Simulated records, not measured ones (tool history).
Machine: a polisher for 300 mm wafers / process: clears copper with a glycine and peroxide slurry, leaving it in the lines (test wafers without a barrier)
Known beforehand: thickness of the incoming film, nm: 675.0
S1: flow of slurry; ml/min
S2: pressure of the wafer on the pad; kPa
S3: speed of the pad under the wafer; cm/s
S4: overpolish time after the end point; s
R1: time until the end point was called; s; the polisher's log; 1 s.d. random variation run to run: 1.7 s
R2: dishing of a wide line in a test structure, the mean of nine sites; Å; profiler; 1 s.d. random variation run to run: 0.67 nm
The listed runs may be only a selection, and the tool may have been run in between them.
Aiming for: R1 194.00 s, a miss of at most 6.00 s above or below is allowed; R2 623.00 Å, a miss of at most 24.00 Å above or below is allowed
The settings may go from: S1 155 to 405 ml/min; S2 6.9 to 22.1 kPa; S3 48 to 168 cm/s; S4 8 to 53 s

Run 1, hour 0.0: S1 260 ml/min, S2 14.5 kPa, S3 108 cm/s, S4 27 s. Result: R1 141.15 s, R2 685.98 Å.
Run 2, hour 7.1: S1 260 ml/min, S2 14.5 kPa, S3 130 cm/s, S4 27 s. Result: R1 122.47 s, R2 763.14 Å.
Run 3, hour 13.9: S1 260 ml/min, S2 14.5 kPa, S3 130 cm/s, S4 33 s. Result: R1 122.17 s, R2 857.05 Å.
Run 4, hour 21.9: S1 260 ml/min, S2 14.5 kPa, S3 130 cm/s, S4 38 s. Result: R1 122.32 s, R2 923.84 Å.
Run 5, hour 28.0: S1 205 ml/min, S2 14.5 kPa, S3 130 cm/s, S4 38 s. Result: R1 124.47 s, R2 914.67 Å.
Run 6, hour 36.4: S1 205 ml/min, S2 12.4 kPa, S3 128 cm/s, S4 38 s. Result: R1 143.89 s, R2 832.12 Å.
Run 7, hour 42.6: S1 205 ml/min, S2 11.0 kPa, S3 128 cm/s, S4 37 s. Result: R1 159.28 s, R2 757.63 Å.
Run 8, hour 49.4: S1 205 ml/min, S2 7.6 kPa, S3 128 cm/s, S4 34 s. Result: R1 207.53 s, R2 579.68 Å.
Run 9, hour 51.9: S1 210 ml/min, S2 7.6 kPa, S3 128 cm/s, S4 34 s. Result: R1 209.15 s, R2 578.88 Å.
Run 10, hour 59.6: S1 215 ml/min, S2 9.0 kPa, S3 128 cm/s, S4 35 s. Result: R1 185.10 s, R2 652.17 Å.

Consider the 5 candidate settings below. Which is the only one whose results all fall within their allowed miss of target?
Run A, hour 67.3: S1 200 ml/min, S2 10.3 kPa, S3 116 cm/s, S4 31 s. Result: R1 ?, R2 ?.
Run B, hour 67.3: S1 200 ml/min, S2 9.0 kPa, S3 132 cm/s, S4 32 s. Result: R1 ?, R2 ?.
Run C, hour 67.3: S1 250 ml/min, S2 6.9 kPa, S3 150 cm/s, S4 37 s. Result: R1 ?, R2 ?.
Run D, hour 67.3: S1 250 ml/min, S2 8.3 kPa, S3 112 cm/s, S4 38 s. Result: R1 ?, R2 ?.
Run E, hour 67.3: S1 210 ml/min, S2 9.0 kPa, S3 122 cm/s, S4 41 s. Result: R1 ?, R2 ?.

move      R1      R2
   A  179.62  642.36
   B  181.49  634.91
   C  195.97  632.33
   D  211.76  642.84
   E  191.37  719.65
A: misses by more than the last run did
B: misses by more than the last run did
C: every result lands within tolerance
D: takes the result that was furthest off past its target
E: the worst result of the last run now meets its target, but another is out of spec
C is the move that brings every result within its allowed miss.
